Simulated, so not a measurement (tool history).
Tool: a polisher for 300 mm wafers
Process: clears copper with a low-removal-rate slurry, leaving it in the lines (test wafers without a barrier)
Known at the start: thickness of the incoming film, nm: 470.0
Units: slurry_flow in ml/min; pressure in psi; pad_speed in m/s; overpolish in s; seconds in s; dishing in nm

run,hour,slurry_flow,pressure,pad_speed,slurry_solids,overpolish,seconds,dishing
1,0.0,245,2.6,1.20,1.00,21,147.61,45.1360
2,4.1,245,2.6,1.20,0.90,21,157.37,43.7340
3,12.6,245,2.4,1.14,0.90,18,167.32,35.0830
4,19.8,290,2.4,1.14,0.90,18,164.58,35.1970
5,27.7,290,2.4,1.14,0.90,27,167.67,49.9600
6,35.8,290,2.4,1.14,1.05,27,164.80,51.4110
7,39.1,290,2.3,1.06,1.05,24,173.60,44.8710
8,46.5,290,2.2,0.98,0.95,21,195.30,34.7100
9,52.8,285,2.1,0.94,0.90,19,206.76,30.7460
10,58.3,280,2.0,0.90,0.85,17,224.52,25.5790
11,65.6,280,1.9,0.88,0.85,15,240.26,21.5270
12,72.7,280,1.8,0.88,0.85,14,245.17,19.7710
13,73.8,280,1.7,0.88,0.85,13,254.26,18.6890
14,78.3,280,1.2,0.86,0.85,7,311.78,8.3152
15,79.8,280,1.3,0.84,0.85,7,308.83,8.3223
16,81.3,280,1.4,0.82,0.80,7,300.98,8.6082
17,82.9,280,1.5,0.78,0.80,8,303.32,9.7402
18,91.4,275,1.5,0.76,0.80,9,306.38,10.5390

Forecast run 19:
19,99.4,275,1.5,0.74,0.80,9,?,?

{"run 19": {"seconds": 311.0, "dishing": 10.419}}
